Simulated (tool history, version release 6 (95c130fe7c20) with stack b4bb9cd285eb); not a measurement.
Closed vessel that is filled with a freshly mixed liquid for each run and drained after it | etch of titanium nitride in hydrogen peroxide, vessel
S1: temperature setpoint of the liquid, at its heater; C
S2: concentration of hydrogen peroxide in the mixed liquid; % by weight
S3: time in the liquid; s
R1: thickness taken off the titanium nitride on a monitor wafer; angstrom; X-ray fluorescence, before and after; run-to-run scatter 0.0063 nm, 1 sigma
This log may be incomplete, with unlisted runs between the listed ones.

Run 1, day 0: S1 48 C, S2 16.5 % by weight, S3 40 s. Result: R1 12.487 angstrom.
Run 2, day 0.212: S1 48 C, S2 18 % by weight, S3 40 s. Result: R1 13.018 angstrom.
Run 3, day 0.408: S1 45.5 C, S2 18 % by weight, S3 40 s. Result: R1 10.879 angstrom.
Run 4, day 0.7: S1 49.5 C, S2 18 % by weight, S3 40 s. Result: R1 14.383 angstrom.
Run 5, day 0.742: S1 49.5 C, S2 16.5 % by weight, S3 40 s. Result: R1 14.293 angstrom.
Run 6, day 0.992: S1 49.5 C, S2 16.5 % by weight, S3 40 s. Result: R1 14.253 angstrom.
Run 7, day 1.271: S1 41.5 C, S2 16 % by weight, S3 40 s. Result: R1 7.6858 angstrom.

Run 8, settings as shown, results not yet in. Your forecast:
Run 8, day 1.571: S1 41 C, S2 16 % by weight, S3 40 s. Result: R1 ?.

Run 8 measured R1 7.4409 angstrom.

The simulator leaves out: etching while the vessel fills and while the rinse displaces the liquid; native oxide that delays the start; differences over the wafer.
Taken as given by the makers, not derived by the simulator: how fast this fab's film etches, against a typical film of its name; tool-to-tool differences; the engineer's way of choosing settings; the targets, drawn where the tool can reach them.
